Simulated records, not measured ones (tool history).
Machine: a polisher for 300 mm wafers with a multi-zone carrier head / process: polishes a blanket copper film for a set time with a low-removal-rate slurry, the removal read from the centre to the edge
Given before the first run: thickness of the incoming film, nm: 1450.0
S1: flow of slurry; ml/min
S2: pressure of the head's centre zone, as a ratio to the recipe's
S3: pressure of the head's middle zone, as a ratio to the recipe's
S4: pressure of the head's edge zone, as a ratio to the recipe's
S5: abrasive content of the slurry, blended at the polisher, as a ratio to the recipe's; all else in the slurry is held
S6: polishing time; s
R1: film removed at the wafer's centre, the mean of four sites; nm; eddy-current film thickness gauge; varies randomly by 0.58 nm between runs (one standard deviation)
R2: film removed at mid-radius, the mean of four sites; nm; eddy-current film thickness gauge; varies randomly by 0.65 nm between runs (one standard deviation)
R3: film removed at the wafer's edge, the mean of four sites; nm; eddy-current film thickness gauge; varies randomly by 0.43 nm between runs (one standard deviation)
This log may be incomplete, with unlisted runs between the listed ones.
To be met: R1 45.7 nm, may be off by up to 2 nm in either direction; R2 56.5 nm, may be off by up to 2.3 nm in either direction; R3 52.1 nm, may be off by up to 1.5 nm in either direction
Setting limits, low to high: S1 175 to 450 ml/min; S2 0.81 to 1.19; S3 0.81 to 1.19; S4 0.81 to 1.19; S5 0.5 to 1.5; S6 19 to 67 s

run  hour   S1    S2    S3    S4    S5  S6      R1      R2      R3
  1     0  290     1     1     1     1  43  68.102  66.768  67.156
  2   3.9  290     1     1     1     1  37  58.813  56.359  57.357
  3   8.1  285  0.94  1.02  0.97  0.95  37  55.651  56.058  55.691
  4  16.7  275   0.9  1.06  0.99   0.9  37  51.353  57.624  56.163
  5  23.9  275   0.9  1.06  0.99   1.1  37  51.993  59.933  57.304
  6  32.4  275   0.9  1.09  0.99   1.1  37   52.94  61.193  57.693
  7  37.4  265  0.87  1.09  0.97  1.05  37   49.93  59.009  56.788
  8  45.3  270  0.86  1.11  0.94     1  37  49.528  61.068  55.828
  9    51  245  0.82  1.06  0.89   0.8  36  44.178  55.657  50.254

Which single option among these 5 for the next run brings every result within its allowed miss of target? Just one does.
  A  56.7  255  0.83  1.07  0.91  0.65  38   ?   ?   ?
  B  56.7  195  0.85  1.14  0.81  0.65  37   ?   ?   ?
  C  56.7  235  0.81  1.13  0.81  0.95  33   ?   ?   ?
  D  56.7  265  0.82  1.15  0.81  0.55  38   ?   ?   ?
  E  56.7  235  0.81  1.09  0.81   0.7  37   ?   ?   ?

move      R1      R2      R3
   A  46.445  56.857  53.331
   B  44.276  56.109  47.764
   C  41.007  53.957  45.922
   D  45.216   59.55  49.715
   E  44.022  56.178  49.339
A: in spec on every target
B: the biggest miss grows against the last run
C: the biggest miss grows against the last run
D: the biggest miss grows against the last run
E: the biggest miss grows against the last run
Go with A: it meets all targets.
